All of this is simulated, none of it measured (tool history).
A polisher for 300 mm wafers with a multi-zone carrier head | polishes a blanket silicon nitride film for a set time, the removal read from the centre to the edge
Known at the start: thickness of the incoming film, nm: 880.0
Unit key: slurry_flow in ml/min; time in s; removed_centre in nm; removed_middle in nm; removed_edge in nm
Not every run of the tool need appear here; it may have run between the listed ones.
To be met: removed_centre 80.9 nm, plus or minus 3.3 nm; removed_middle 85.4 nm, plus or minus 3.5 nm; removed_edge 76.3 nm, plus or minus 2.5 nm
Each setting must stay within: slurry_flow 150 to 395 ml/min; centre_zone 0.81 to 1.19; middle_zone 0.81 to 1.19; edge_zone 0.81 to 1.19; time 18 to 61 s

run	hour	slurry_flow	centre_zone	middle_zone	edge_zone	time	removed_centre	removed_middle	removed_edge
1	0	250	1	1	1	39	63.444	63.857	65.036
2	7.8	250	1	1	1	35	55.804	58.018	57.803
3	13.7	250	1	1	1.03	35	57.841	57.312	58.603
4	17.4	215	1	1	1.03	35	56.822	57.73	58.486
5	23.7	270	1	1	1.03	35	57.443	58.626	58.845
6	25	270	1	1.03	1.03	35	56.777	60.103	59.737
7	31.7	275	1.06	1.08	1.02	38	66.989	67.892	64.342
8	39.8	280	1.07	1.11	1.04	40	70.247	72.521	67.428
9	44.3	285	1.08	1.13	1.05	41	73.971	77.507	69.986
10	47.5	290	1.09	1.14	1.08	42	77.907	78.583	73.877

Of the 5 settings listed for the next run, only one would bring every result within its allowed miss of target. Which one?
A	50.7	205	1.05	1.12	1.1	49	?	?	?
B	50.7	305	1.05	1.13	1.1	46	?	?	?
C	50.7	310	0.94	1.19	1.08	47	?	?	?
D	50.7	260	0.89	1.17	0.87	49	?	?	?
E	50.7	280	1.11	1.18	1.07	44	?	?	?

move	removed_centre	removed_middle	removed_edge
A	81.569	87.423	83.46
B	81.064	87.056	81.429
C	74.251	93.178	82.471
D	71.693	93.95	76.453
E	81.208	85.597	76.229
A: the furthest-off result lands on target, but another misses its tolerance
B: the furthest-off result lands on target, but another misses its tolerance
C: moves the result that the last run missed by most past its target, out the other side
D: moves the result that the last run missed by most past its target, out the other side
E: in spec on every target
The move that meets every target is E.
